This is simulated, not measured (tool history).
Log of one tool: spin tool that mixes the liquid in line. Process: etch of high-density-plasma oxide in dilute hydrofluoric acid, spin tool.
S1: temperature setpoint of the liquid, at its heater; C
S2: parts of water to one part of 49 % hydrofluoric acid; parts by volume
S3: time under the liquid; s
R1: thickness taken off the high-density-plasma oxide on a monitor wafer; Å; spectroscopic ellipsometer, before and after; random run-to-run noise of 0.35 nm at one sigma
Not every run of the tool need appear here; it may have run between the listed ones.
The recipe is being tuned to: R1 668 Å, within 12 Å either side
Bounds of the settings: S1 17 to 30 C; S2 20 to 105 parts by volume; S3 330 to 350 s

run 1 hour=0 | S1=22 S2=55 S3=330 | R1=360.82
run 2 hour=5.9 | S1=24.5 S2=50 S3=330 | R1=442.6
run 3 hour=14.2 | S1=26 S2=45 S3=330 | R1=525.31
run 4 hour=21.2 | S1=26 S2=55 S3=330 | R1=425.29
run 5 hour=24.4 | S1=26 S2=45 S3=330 | R1=528.45
run 6 hour=30.5 | S1=29 S2=45 S3=330 | R1=594.19
run 7 hour=35 | S1=29.5 S2=45 S3=330 | R1=608.75
run 8 hour=38.4 | S1=30 S2=45 S3=330 | R1=618.9
run 9 hour=39.9 | S1=30 S2=40 S3=330 | R1=700.93

Which of these 4 next moves meets every target?
run A hour=41.4 | S1=30 S2=45 S3=340 | R1=?
run B hour=41.4 | S1=26 S2=35 S3=350 | R1=?
run C hour=41.4 | S1=29 S2=40 S3=330 | R1=?
run D hour=41.4 | S1=25.5 S2=35 S3=345 | R1=?

move=A R1=636.52
move=B R1=727.94
move=C R1=673.14
move=D R1=702.94
A: the result that was furthest off in the last run now lies on the other side of its target
B: moves away from the targets compared with the last run
C: every result lands within tolerance
D: moves away from the targets compared with the last run
C meets every target.
